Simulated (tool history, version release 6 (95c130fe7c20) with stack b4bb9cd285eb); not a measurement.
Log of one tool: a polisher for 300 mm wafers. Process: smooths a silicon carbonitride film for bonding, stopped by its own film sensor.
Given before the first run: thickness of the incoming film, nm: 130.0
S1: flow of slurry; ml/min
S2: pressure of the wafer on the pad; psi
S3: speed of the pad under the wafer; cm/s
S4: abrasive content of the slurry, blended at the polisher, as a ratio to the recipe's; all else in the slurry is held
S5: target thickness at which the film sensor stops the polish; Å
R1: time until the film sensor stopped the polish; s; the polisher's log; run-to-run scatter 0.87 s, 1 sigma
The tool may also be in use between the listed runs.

run 1 hour=0.0 | S1=235 S2=1.7 S3=94 S4=1.0 S5=1190 | R1=65.643
run 2 hour=6.8 | S1=235 S2=1.4 S3=94 S4=1.0 S5=1190 | R1=77.351
run 3 hour=14.2 | S1=235 S2=1.4 S3=94 S4=1.0 S5=1190 | R1=77.357
run 4 hour=20.5 | S1=235 S2=1.1 S3=94 S4=1.0 S5=1190 | R1=92.530
run 5 hour=26.4 | S1=235 S2=1.4 S3=94 S4=1.0 S5=1190 | R1=76.540
run 6 hour=30.0 | S1=235 S2=1.4 S3=104 S4=1.0 S5=1190 | R1=71.179
run 7 hour=37.9 | S1=235 S2=1.9 S3=114 S4=1.0 S5=1190 | R1=48.607

What will run 8 give?
run 8 hour=43.2 | S1=235 S2=2.0 S3=114 S4=1.0 S5=1190 | R1=?

{"run 8": {"R1": 47.253}}
